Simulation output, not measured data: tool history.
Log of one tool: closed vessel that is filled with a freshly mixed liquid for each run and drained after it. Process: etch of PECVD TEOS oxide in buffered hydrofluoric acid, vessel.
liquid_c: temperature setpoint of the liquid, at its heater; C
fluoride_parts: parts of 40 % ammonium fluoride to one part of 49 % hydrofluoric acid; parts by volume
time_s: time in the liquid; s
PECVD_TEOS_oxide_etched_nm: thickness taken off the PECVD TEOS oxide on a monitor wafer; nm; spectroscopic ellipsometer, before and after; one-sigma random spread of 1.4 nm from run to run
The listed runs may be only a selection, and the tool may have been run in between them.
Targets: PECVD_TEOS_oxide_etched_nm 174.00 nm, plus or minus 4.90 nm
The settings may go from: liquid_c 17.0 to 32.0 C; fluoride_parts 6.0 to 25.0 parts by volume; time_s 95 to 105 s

run	hour	liquid_c	fluoride_parts	time_s	PECVD_TEOS_oxide_etched_nm
1	0.0	25.0	15.5	95	246.53
2	2.9	24.0	15.5	95	230.15
3	11.8	27.5	15.5	95	281.82
4	15.1	26.5	15.5	95	264.56
5	19.1	25.5	15.5	95	248.94
6	24.0	25.0	15.5	95	243.58
7	27.7	24.5	15.5	95	237.36
8	28.6	24.0	15.5	95	232.96
9	33.9	24.0	15.5	95	229.56
10	43.1	23.5	15.5	95	225.46
11	50.6	23.0	15.5	95	219.54
12	51.8	22.5	15.5	95	209.92
13	54.5	22.5	15.5	95	215.46
14	56.4	22.0	15.5	95	208.18

Exactly one of the 5 candidate moves below puts every result within its allowed miss. Which one?
A	58.3	18.0	16.0	95	?
B	58.3	23.5	20.0	95	?
C	58.3	19.0	16.0	105	?
D	58.3	20.0	18.0	95	?
E	58.3	22.0	13.0	95	?

move	PECVD_TEOS_oxide_etched_nm
A	162.43
B	177.20
C	189.99
D	161.90
E	249.27
A: pushes the last run's worst result past its target
B: each result inside its tolerance
C: closer than the last run, but not yet in spec
D: pushes the last run's worst result past its target
E: misses by more than the last run did
Answer: B

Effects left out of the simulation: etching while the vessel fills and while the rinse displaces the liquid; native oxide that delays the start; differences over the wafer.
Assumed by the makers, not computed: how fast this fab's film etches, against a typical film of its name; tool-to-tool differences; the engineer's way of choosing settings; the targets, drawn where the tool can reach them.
